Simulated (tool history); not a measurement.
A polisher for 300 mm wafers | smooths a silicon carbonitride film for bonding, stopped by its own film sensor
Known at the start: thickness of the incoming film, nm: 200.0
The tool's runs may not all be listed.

run,hour,flow of slurry (ml/min),pressure of the wafer on the pad (kPa),speed of the pad under the wafer (cm/s),abrasive content of the slurry,target thickness at which the film sensor stops the polish (angstrom),time until the film sensor stopped the polish (s)
1,0.0,200,17.2,96,1.0,1880,43.543
2,8.0,200,17.2,96,1.2,1880,39.687
3,9.5,200,17.2,78,1.2,1880,47.324
4,10.8,200,18.6,80,1.2,1880,42.408
5,13.4,200,20.0,82,1.2,1880,39.991
6,16.3,230,20.0,82,1.2,1880,38.656
7,17.5,230,20.7,84,1.2,1880,37.635
8,23.8,230,21.4,88,1.2,1880,35.057

The next listed run, before its measurement:
9,28.2,230,22.1,90,1.2,1880,?

{"run 9": {"time until the film sensor stopped the polish (s)": 34.222}}
